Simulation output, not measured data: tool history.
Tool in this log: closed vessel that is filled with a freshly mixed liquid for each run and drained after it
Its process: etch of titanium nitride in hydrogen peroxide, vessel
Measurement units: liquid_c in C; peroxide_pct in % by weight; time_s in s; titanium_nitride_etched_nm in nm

Run 1, hour 0.0: liquid_c 57.0 C, peroxide_pct 21.5 % by weight, time_s 30 s. Result: titanium_nitride_etched_nm 1.33900 nm.
Run 2, hour 1.4: liquid_c 54.5 C, peroxide_pct 21.5 % by weight, time_s 30 s. Result: titanium_nitride_etched_nm 1.12200 nm.
Run 3, hour 3.6: liquid_c 52.5 C, peroxide_pct 21.5 % by weight, time_s 30 s. Result: titanium_nitride_etched_nm 0.96639 nm.
Run 4, hour 6.4: liquid_c 52.5 C, peroxide_pct 18.0 % by weight, time_s 30 s. Result: titanium_nitride_etched_nm 0.93740 nm.
Run 5, hour 8.4: liquid_c 51.0 C, peroxide_pct 18.0 % by weight, time_s 30 s. Result: titanium_nitride_etched_nm 0.84241 nm.
Run 6, hour 13.8: liquid_c 50.0 C, peroxide_pct 18.0 % by weight, time_s 30 s. Result: titanium_nitride_etched_nm 0.78441 nm.
Run 7, hour 21.6: liquid_c 49.0 C, peroxide_pct 18.0 % by weight, time_s 30 s. Result: titanium_nitride_etched_nm 0.72866 nm.
Run 8, hour 29.7: liquid_c 48.0 C, peroxide_pct 18.0 % by weight, time_s 30 s. Result: titanium_nitride_etched_nm 0.67914 nm.
Run 9, hour 38.7: liquid_c 47.5 C, peroxide_pct 18.0 % by weight, time_s 30 s. Result: titanium_nitride_etched_nm 0.65295 nm.

What will run 10 give?
Run 10, hour 40.1: liquid_c 47.0 C, peroxide_pct 18.0 % by weight, time_s 30 s. Result: titanium_nitride_etched_nm ?.

titanium_nitride_etched_nm: 0.63210 nm
